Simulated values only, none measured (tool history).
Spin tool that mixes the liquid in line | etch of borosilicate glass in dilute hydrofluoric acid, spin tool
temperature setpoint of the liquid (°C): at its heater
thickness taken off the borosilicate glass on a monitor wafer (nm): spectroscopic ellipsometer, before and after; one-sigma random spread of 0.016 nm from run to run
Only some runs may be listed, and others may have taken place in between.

| run | hour | temperature setpoint of the liquid (°C) | parts of water to one part of 49 % hydrofluoric acid (parts by volume) | time under the liquid (s) | thickness taken off the borosilicate glass on a monitor wafer (nm) |
|---|---|---|---|---|---|
| 1 | 0 | 23 | 195 | 15 | 2.2606 |
| 2 | 6 | 23 | 195 | 15 | 2.3163 |
| 3 | 13.4 | 23 | 195 | 15 | 2.273 |
| 4 | 18.2 | 20 | 195 | 15 | 2.0388 |
| 5 | 19.1 | 20 | 195 | 15 | 2.0622 |
| 6 | 20 | 20 | 195 | 15 | 2.0425 |
| 7 | 27 | 19.5 | 200 | 15 | 1.9824 |
| 8 | 29.3 | 19 | 205 | 15 | 1.8902 |

Estimate the outcome of run 9 from the log above:
| 9 | 30.4 | 18.5 | 210 | 15 | ? |

thickness taken off the borosilicate glass on a monitor wafer (nm): 1.7572
